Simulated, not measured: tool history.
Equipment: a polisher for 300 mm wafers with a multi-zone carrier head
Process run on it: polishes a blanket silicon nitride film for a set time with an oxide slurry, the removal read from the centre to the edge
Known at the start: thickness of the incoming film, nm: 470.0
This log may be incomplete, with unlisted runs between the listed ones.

run    day  flow of slurry (ml/min)  pressure of the head's centre zone  pressure of the head's middle zone  pressure of the head's edge zone  abrasive content of the slurry  polishing time (s)  film removed at the wafer's centre (Å)  film removed at mid-radius (Å)  film removed at the wafer's edge (Å)
  1      0                      255                                   1                                   1                                 1                               1                  38                                  152.29                          151.62                                147.68
  2   0.05                      310                                   1                                   1                                 1                               1                  38                                  153.56                          154.02                                148.42
  3  0.125                      310                                1.04                                   1                                 1                               1                  38                                  159.27                          152.25                                149.09
  4  0.196                      310                                1.04                                1.05                                 1                               1                  38                                  158.84                          157.59                                148.37
  5  0.375                      305                                1.02                                0.99                              0.97                            0.95                  38                                  153.66                          148.94                                144.84
  6  0.488                      330                                1.02                                0.99                              0.97                            0.95                  38                                  152.45                          153.38                                145.99
  7  0.825                      300                                1.02                                0.96                              0.95                             0.9                  38                                   147.5                          142.84                                139.03

Estimate the outcome of run 8 from the log above:
  8  0.938                      285                                1.01                                0.94                              0.94                             0.9                  38                                       ?                               ?                                     ?

Run 8 yielded film removed at the wafer's centre (Å) 147.32, film removed at mid-radius (Å) 140.8, film removed at the wafer's edge (Å) 138.21.

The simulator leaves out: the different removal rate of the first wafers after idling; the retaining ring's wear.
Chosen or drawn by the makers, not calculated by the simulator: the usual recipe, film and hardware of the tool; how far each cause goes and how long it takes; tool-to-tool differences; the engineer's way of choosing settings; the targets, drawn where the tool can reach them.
